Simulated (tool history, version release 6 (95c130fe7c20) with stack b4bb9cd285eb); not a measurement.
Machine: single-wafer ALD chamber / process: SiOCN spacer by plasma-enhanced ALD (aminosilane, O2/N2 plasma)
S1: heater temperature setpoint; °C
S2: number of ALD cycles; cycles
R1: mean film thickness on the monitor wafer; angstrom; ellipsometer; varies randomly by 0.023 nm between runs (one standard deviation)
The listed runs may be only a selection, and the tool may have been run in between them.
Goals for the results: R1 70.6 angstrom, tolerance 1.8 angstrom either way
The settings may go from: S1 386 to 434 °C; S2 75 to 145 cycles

| run | day | S1 | S2 | R1 |
|---|---|---|---|---|
| 1 | 0 | 410 | 110 | 61.655 |
| 2 | 0.171 | 415 | 110 | 60.988 |
| 3 | 0.417 | 415 | 101 | 56.006 |
| 4 | 0.542 | 413 | 107 | 59.987 |
| 5 | 0.588 | 404 | 107 | 61.712 |
| 6 | 0.858 | 402 | 110 | 63.587 |
| 7 | 1.208 | 400 | 113 | 65.989 |
| 8 | 1.533 | 400 | 113 | 65.718 |
| 9 | 1.858 | 399 | 115 | 67.229 |
| 10 | 2.038 | 398 | 116 | 67.318 |
| 11 | 2.088 | 397 | 117 | 67.71 |
| 12 | 2.392 | 396 | 118 | 68.87 |

Consider the 5 candidate settings below. Which is the only one whose results all fall within their allowed miss of target?
| A | 2.696 | 390 | 115 | ? |
| B | 2.696 | 400 | 114 | ? |
| C | 2.696 | 397 | 114 | ? |
| D | 2.696 | 395 | 114 | ? |
| E | 2.696 | 391 | 121 | ? |

| move | R1 |
|---|---|
| A | 67.168 |
| B | 66.584 |
| C | 66.584 |
| D | 66.584 |
| E | 70.673 |
A: moves away from the targets compared with the last run
B: moves away from the targets compared with the last run
C: moves away from the targets compared with the last run
D: moves away from the targets compared with the last run
E: all results land within tolerance of their targets
So the answer is move E, the one that meets all the targets.
